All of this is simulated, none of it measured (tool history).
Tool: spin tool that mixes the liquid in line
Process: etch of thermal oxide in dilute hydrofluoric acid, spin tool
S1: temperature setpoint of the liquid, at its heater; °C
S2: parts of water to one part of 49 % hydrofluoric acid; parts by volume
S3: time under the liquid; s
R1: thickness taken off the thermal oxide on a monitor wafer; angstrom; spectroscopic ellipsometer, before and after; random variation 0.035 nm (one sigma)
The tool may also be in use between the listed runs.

Run 1, hour 0: S1 20 °C, S2 155 parts by volume, S3 40 s. Result: R1 10.764 angstrom.
Run 2, hour 4.6: S1 22 °C, S2 125 parts by volume, S3 40 s. Result: R1 14.988 angstrom.
Run 3, hour 5.5: S1 22 °C, S2 170 parts by volume, S3 40 s. Result: R1 10.651 angstrom.
Run 4, hour 10.5: S1 18.5 °C, S2 170 parts by volume, S3 40 s. Result: R1 9.1376 angstrom.
Run 5, hour 14.3: S1 20.5 °C, S2 140 parts by volume, S3 40 s. Result: R1 12.363 angstrom.
Run 6, hour 19.6: S1 22 °C, S2 115 parts by volume, S3 40 s. Result: R1 16.428 angstrom.
Run 7, hour 22.9: S1 23.5 °C, S2 95 parts by volume, S3 40 s. Result: R1 21.498 angstrom.
Run 8, hour 29.4: S1 24.5 °C, S2 85 parts by volume, S3 40 s. Result: R1 25.162 angstrom.
Run 9, hour 31.3: S1 25.5 °C, S2 80 parts by volume, S3 40 s. Result: R1 27.894 angstrom.

Run 10 comes next. What will it give?
Run 10, hour 37.5: S1 26 °C, S2 75 parts by volume, S3 40 s. Result: R1 ?.

R1: 31.047 angstrom
